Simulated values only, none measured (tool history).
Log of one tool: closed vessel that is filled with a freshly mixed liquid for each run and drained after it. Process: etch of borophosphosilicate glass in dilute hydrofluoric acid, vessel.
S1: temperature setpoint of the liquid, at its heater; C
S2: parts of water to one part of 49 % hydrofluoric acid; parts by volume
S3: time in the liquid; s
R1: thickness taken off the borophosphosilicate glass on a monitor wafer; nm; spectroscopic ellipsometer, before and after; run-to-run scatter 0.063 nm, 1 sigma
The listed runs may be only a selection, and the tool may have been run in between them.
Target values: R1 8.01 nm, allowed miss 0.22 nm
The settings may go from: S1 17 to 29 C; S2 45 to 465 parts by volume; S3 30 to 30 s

{"run": 1, "hour": 0.0, "S1": 21, "S2": 255, "S3": 30, "R1": 4.9029}
{"run": 2, "hour": 3.6, "S1": 23.5, "S2": 240, "S3": 30, "R1": 5.9009}
{"run": 3, "hour": 7.4, "S1": 23.5, "S2": 150, "S3": 30, "R1": 10.314}
{"run": 4, "hour": 14.5, "S1": 23.5, "S2": 200, "S3": 30, "R1": 7.4504}
{"run": 5, "hour": 22.3, "S1": 20.5, "S2": 200, "S3": 30, "R1": 6.4934}
{"run": 6, "hour": 30.4, "S1": 22, "S2": 200, "S3": 30, "R1": 6.8923}
{"run": 7, "hour": 36.4, "S1": 23, "S2": 200, "S3": 30, "R1": 7.2258}
{"run": 8, "hour": 42.7, "S1": 23.5, "S2": 200, "S3": 30, "R1": 7.3568}

Which one of the following 4 next-run settings gets every result inside its allowed miss? There is exactly one.
{"run": "A", "hour": 49.0, "S1": 26, "S2": 200, "S3": 30, "R1": "?"}
{"run": "B", "hour": 49.0, "S1": 24.5, "S2": 180, "S3": 30, "R1": "?"}
{"run": "C", "hour": 49.0, "S1": 22, "S2": 165, "S3": 30, "R1": "?"}
{"run": "D", "hour": 49.0, "S1": 25.5, "S2": 190, "S3": 30, "R1": "?"}

move=A R1=7.9948
move=B R1=8.6206
move=C R1=8.7173
move=D R1=8.3676
A: every result within its allowed miss
B: takes the biggest miss from the last run beyond its target
C: takes the biggest miss from the last run beyond its target
D: takes the biggest miss from the last run beyond its target
So the answer is move A, the one that meets all the targets.
